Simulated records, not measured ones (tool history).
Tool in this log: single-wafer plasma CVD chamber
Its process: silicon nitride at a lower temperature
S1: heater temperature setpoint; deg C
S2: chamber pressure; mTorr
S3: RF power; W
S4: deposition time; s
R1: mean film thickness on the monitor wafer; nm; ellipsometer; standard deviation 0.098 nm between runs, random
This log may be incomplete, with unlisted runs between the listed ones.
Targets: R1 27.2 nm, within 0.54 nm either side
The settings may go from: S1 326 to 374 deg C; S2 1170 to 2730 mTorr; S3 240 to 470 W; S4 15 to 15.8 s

Run 1, hour 0: S1 350 deg C, S2 1950 mTorr, S3 355 W, S4 15.8 s. Result: R1 23.198 nm.
Run 2, hour 7.7: S1 340 deg C, S2 1950 mTorr, S3 355 W, S4 15.8 s. Result: R1 23.289 nm.
Run 3, hour 11.2: S1 330 deg C, S2 1950 mTorr, S3 355 W, S4 15.8 s. Result: R1 23.372 nm.
Run 4, hour 14.5: S1 330 deg C, S2 1740 mTorr, S3 355 W, S4 15.8 s. Result: R1 22.3 nm.
Run 5, hour 21.9: S1 330 deg C, S2 1530 mTorr, S3 355 W, S4 15.8 s. Result: R1 21.277 nm.
Run 6, hour 22.6: S1 330 deg C, S2 1530 mTorr, S3 385 W, S4 15.8 s. Result: R1 22.761 nm.
Run 7, hour 27.9: S1 330 deg C, S2 1720 mTorr, S3 390 W, S4 15.8 s. Result: R1 24.079 nm.
Run 8, hour 34.9: S1 330 deg C, S2 1840 mTorr, S3 390 W, S4 15.8 s. Result: R1 24.548 nm.
Run 9, hour 41.9: S1 330 deg C, S2 1950 mTorr, S3 390 W, S4 15.8 s. Result: R1 25.078 nm.

Next run, 5 choices. One meets every target within its allowed miss, the rest don't. Which?
Run A, hour 48.9: S1 331 deg C, S2 2050 mTorr, S3 425 W, S4 15.8 s. Result: R1 ?.
Run B, hour 48.9: S1 326 deg C, S2 2070 mTorr, S3 365 W, S4 15.2 s. Result: R1 ?.
Run C, hour 48.9: S1 327 deg C, S2 1680 mTorr, S3 385 W, S4 15 s. Result: R1 ?.
Run D, hour 48.9: S1 331 deg C, S2 2530 mTorr, S3 365 W, S4 15.8 s. Result: R1 ?.
Run E, hour 48.9: S1 338 deg C, S2 1720 mTorr, S3 385 W, S4 15.8 s. Result: R1 ?.

move      R1
   A  27.221
   B  23.625
   C   22.56
   D  25.999
   E  23.873
A: each result inside its tolerance
B: moves away from the targets compared with the last run
C: moves away from the targets compared with the last run
D: closes in on the targets versus the last run, not all within tolerance yet
E: moves away from the targets compared with the last run
Correct choice: A, which meets every target
